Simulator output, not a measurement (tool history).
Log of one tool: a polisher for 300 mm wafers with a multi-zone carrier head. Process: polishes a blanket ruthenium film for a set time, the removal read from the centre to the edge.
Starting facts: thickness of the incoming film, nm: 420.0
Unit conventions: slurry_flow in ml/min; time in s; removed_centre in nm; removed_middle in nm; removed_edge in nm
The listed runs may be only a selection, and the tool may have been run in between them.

run	hour	slurry_flow	centre_zone	middle_zone	edge_zone	time	removed_centre	removed_middle	removed_edge
1	0.0	160	1.00	1.00	1.00	88	87.982	91.147	88.495
2	8.1	170	1.03	0.99	1.01	90	94.830	92.034	91.959
3	16.1	170	1.03	0.99	1.04	90	92.850	89.888	90.641
4	23.6	170	1.03	0.99	1.04	98	100.660	98.620	99.674
5	26.2	170	1.03	0.99	1.04	78	80.770	78.580	79.570
6	27.4	175	1.05	0.98	1.03	82	85.347	82.301	82.392
7	33.5	180	1.07	0.96	1.02	86	92.714	86.235	85.638
8	42.1	225	1.17	0.89	1.12	103	127.850	99.144	111.330
9	45.0	225	1.17	0.89	1.11	103	126.870	98.637	111.890

Expected results for the next run?
10	53.1	225	1.17	0.89	1.10	103	?	?	?

Run 10 yielded removed_centre 127.260 nm, removed_middle 97.556 nm, removed_edge 109.600 nm.
